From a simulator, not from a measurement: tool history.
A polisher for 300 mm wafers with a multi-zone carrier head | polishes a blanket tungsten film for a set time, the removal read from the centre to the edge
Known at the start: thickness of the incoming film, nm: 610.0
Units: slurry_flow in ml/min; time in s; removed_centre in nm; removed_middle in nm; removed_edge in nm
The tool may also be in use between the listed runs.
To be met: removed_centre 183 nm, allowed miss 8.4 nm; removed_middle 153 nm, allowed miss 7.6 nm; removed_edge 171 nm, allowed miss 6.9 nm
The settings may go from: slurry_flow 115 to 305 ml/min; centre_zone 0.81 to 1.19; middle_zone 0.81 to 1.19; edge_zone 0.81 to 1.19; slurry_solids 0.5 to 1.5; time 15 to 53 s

run  hour  slurry_flow  centre_zone  middle_zone  edge_zone  slurry_solids  time  removed_centre  removed_middle  removed_edge
  1     0          195            1            1          1              1    34           206.9          204.77        206.32
  2   4.5          190            1         0.98       0.99           0.95    34          207.53          198.63        201.03
  3   8.2          190            1         0.98       0.99           0.95    40          238.81          232.18        232.69
  4  14.6          190         0.93         0.98       0.99           0.95    40          229.21          236.86        235.44
  5  17.5          190         0.93         1.01       0.99           0.95    40          230.37          241.53        234.65
  6  18.9          185         0.94         0.98       0.98            0.9    39          217.15          223.41        223.34
  7  23.8          180         0.96         0.96       0.97           0.85    39          211.51          218.88        218.05
  8  24.9          215         1.06         0.86       1.06           0.65    29          170.42           139.5         162.7
  9  26.2          220         1.06         0.87       1.06           0.65    29           168.8          138.91        161.38
 10  27.1          230          1.1         0.94       1.08           0.85    30           204.1          166.17        185.62
 11  32.8          225          1.1         0.93       1.07           0.85    30             193          167.83        180.67
 12  36.2          215         1.14         0.85       1.08            0.7    30          194.21          143.34        172.37

Which of these 5 next moves meets every target?
  A  39.6          210         1.12         0.81       1.19            0.9    27               ?               ?             ?
  B  39.6          210         1.11          0.9       1.05            0.7    30               ?               ?             ?
  C  39.6          270         1.17          0.9       1.07            0.7    30               ?               ?             ?
  D  39.6          225         1.19         0.82       1.15            0.5    32               ?               ?             ?
  E  39.6          220         1.14         0.93       0.97            0.8    31               ?               ?             ?

move  removed_centre  removed_middle  removed_edge
   A          184.21          134.81         172.5
   B          189.56          152.45        168.08
   C           206.1          157.43        173.77
   D           197.7          138.16        171.66
   E          209.81          169.12        174.55
A: brings the result that was furthest off to its target, and leaves another outside
B: meets every target
C: further off than the last run
D: further off than the last run
E: further off than the last run
The right move is B.
